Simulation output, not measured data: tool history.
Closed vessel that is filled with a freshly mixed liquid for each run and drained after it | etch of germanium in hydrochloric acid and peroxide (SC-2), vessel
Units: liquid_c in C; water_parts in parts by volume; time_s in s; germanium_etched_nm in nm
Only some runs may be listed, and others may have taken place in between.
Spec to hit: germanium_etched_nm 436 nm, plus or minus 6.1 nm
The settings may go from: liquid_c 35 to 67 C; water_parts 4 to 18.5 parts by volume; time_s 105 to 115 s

run 1 hour=0 | liquid_c=51 water_parts=10.5 time_s=105 | germanium_etched_nm=351.03
run 2 hour=2.4 | liquid_c=53.5 water_parts=10.5 time_s=105 | germanium_etched_nm=380.19
run 3 hour=3.6 | liquid_c=55 water_parts=10.5 time_s=105 | germanium_etched_nm=397.09
run 4 hour=7.4 | liquid_c=56 water_parts=10.5 time_s=105 | germanium_etched_nm=411.37
run 5 hour=11 | liquid_c=56.5 water_parts=10.5 time_s=105 | germanium_etched_nm=419.35
run 6 hour=12.6 | liquid_c=56.5 water_parts=10.5 time_s=115 | germanium_etched_nm=456.9
run 7 hour=20.2 | liquid_c=56 water_parts=10.5 time_s=115 | germanium_etched_nm=446.03
run 8 hour=23 | liquid_c=55.5 water_parts=10.5 time_s=115 | germanium_etched_nm=445.4

Below are 4 possible settings for the next run. Only one of them brings all results inside the allowed miss of their targets. Which is it?
run A hour=25.8 | liquid_c=56 water_parts=10 time_s=115 | germanium_etched_nm=?
run B hour=25.8 | liquid_c=57 water_parts=8 time_s=110 | germanium_etched_nm=?
run C hour=25.8 | liquid_c=59 water_parts=12.5 time_s=105 | germanium_etched_nm=?
run D hour=25.8 | liquid_c=58 water_parts=11 time_s=110 | germanium_etched_nm=?

move=A germanium_etched_nm=452.92
move=B germanium_etched_nm=455.52
move=C germanium_etched_nm=440.11
move=D germanium_etched_nm=455.12
A: further off than the last run
B: further off than the last run
C: all results in spec
D: further off than the last run
The right move is C.
